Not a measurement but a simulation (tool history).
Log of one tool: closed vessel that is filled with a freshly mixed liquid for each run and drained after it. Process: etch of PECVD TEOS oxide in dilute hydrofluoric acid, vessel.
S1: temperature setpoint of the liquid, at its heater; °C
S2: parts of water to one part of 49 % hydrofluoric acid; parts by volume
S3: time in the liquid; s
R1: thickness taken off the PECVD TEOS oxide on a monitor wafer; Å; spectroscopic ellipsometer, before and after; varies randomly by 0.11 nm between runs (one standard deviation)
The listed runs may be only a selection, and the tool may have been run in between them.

{"run": 1, "hour": 0.0, "S1": 26.0, "S2": 255, "S3": 230, "R1": 186.01}
{"run": 2, "hour": 7.9, "S1": 26.0, "S2": 295, "S3": 230, "R1": 152.88}
{"run": 3, "hour": 10.1, "S1": 28.0, "S2": 290, "S3": 230, "R1": 169.15}
{"run": 4, "hour": 17.5, "S1": 28.0, "S2": 220, "S3": 230, "R1": 239.26}
{"run": 5, "hour": 21.6, "S1": 27.5, "S2": 220, "S3": 230, "R1": 235.99}
{"run": 6, "hour": 23.7, "S1": 27.5, "S2": 255, "S3": 230, "R1": 196.84}
{"run": 7, "hour": 26.0, "S1": 28.5, "S2": 255, "S3": 230, "R1": 201.64}

Expected results for the next run?
{"run": 8, "hour": 27.2, "S1": 29.5, "S2": 255, "S3": 230, "R1": "?"}

R1: 208.81 Å
